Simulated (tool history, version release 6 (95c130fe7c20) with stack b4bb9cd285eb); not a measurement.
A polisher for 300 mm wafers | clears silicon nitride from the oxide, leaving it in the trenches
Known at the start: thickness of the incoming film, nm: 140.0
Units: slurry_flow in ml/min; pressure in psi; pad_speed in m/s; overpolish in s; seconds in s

| run | hour | slurry_flow | pressure | pad_speed | overpolish | seconds |
|---|---|---|---|---|---|---|
| 1 | 0 | 315 | 3.4 | 1.24 | 23 | 134.29 |
| 2 | 7.2 | 280 | 3.4 | 1.24 | 23 | 134.77 |
| 3 | 11 | 280 | 3.3 | 1.24 | 23 | 141.08 |
| 4 | 12.6 | 280 | 3.3 | 1.24 | 23 | 140.24 |
| 5 | 19 | 280 | 3.3 | 1.46 | 23 | 117.56 |
| 6 | 24.2 | 280 | 2.8 | 1.46 | 23 | 140.9 |
| 7 | 27.7 | 280 | 2.7 | 1.46 | 23 | 145.29 |

The next listed run, before its measurement:
| 8 | 32.3 | 280 | 2.6 | 1.46 | 23 | ? |

seconds: 151.06 s

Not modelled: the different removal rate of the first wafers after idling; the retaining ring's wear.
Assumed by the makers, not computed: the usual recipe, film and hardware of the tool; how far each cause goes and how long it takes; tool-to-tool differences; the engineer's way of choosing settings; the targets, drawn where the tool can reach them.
